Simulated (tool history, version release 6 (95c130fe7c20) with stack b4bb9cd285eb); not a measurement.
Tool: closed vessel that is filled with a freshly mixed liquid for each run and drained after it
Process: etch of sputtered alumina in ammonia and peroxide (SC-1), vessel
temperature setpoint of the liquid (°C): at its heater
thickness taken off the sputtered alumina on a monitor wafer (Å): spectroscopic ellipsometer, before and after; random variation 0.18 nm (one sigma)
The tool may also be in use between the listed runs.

| run | day | temperature setpoint of the liquid (°C) | parts of 29 % ammonia solution to one part of 30 % peroxide (parts by volume) | time in the liquid (s) | thickness taken off the sputtered alumina on a monitor wafer (Å) |
|---|---|---|---|---|---|
| 1 | 0.000 | 58.0 | 0.75 | 385 | 471.54 |
| 2 | 0.067 | 56.0 | 0.75 | 385 | 428.64 |
| 3 | 0.438 | 54.5 | 0.75 | 385 | 394.17 |
| 4 | 0.479 | 54.5 | 0.50 | 385 | 376.67 |
| 5 | 0.629 | 54.0 | 0.50 | 385 | 368.04 |
| 6 | 0.746 | 58.5 | 0.50 | 385 | 469.31 |

The next listed run, before its measurement:
| 7 | 0.988 | 56.5 | 0.50 | 385 | ? |

thickness taken off the sputtered alumina on a monitor wafer (Å): 418.99
